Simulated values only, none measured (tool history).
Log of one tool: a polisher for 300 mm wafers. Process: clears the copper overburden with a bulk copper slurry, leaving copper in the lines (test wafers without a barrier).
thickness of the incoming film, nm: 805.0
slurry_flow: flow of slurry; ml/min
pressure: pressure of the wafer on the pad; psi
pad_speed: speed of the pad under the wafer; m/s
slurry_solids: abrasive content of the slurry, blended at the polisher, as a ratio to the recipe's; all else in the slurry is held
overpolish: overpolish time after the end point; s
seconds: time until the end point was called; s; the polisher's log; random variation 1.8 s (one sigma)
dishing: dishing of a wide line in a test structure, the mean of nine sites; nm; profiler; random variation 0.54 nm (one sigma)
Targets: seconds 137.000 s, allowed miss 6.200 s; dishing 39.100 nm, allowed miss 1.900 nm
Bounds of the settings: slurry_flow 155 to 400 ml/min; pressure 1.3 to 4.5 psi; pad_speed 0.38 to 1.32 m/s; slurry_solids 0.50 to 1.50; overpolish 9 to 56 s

run,hour,slurry_flow,pressure,pad_speed,slurry_solids,overpolish,seconds,dishing
1,0.0,255,2.9,0.84,1.00,29,91.847,102.910
2,5.9,255,2.7,0.84,1.00,26,100.420,95.870
3,6.6,255,3.3,0.84,1.00,26,83.131,106.540
4,8.4,255,3.0,0.84,1.00,24,92.532,98.730
5,16.8,255,3.0,0.98,1.00,24,79.670,102.950
6,24.4,285,3.0,0.98,1.00,24,78.503,104.800
7,31.3,270,2.8,0.98,0.95,22,86.804,96.777
8,36.0,255,2.6,1.00,0.90,20,91.498,90.737
9,39.1,240,2.4,1.00,0.85,19,98.229,83.011
10,47.1,230,2.3,1.00,0.80,18,104.010,76.902
11,55.5,220,2.2,1.00,0.75,17,113.080,72.042
12,59.4,155,1.4,1.22,0.50,9,161.020,33.896
13,60.4,160,1.4,1.22,0.50,9,163.480,33.233
14,63.1,160,1.4,1.22,0.50,9,158.930,33.602
15,66.8,170,1.4,1.22,0.50,9,159.230,34.242
16,74.6,175,1.4,1.22,0.50,9,162.670,34.252

4 next moves are on the table. One of them brings every result within its allowed miss. Which?
A,82.4,185,1.3,1.10,0.50,9,?,?
B,82.4,155,1.5,1.20,0.50,9,?,?
C,82.4,155,1.7,1.32,0.60,9,?,?
D,82.4,155,1.5,1.32,0.50,9,?,?

move,seconds,dishing
A,187.250,29.991
B,152.270,35.829
C,118.460,44.004
D,138.690,38.599
A: further off than the last run
B: nearer than the last run, and not there yet
C: takes the result that was furthest off past its target
D: meets every target
Answer: D
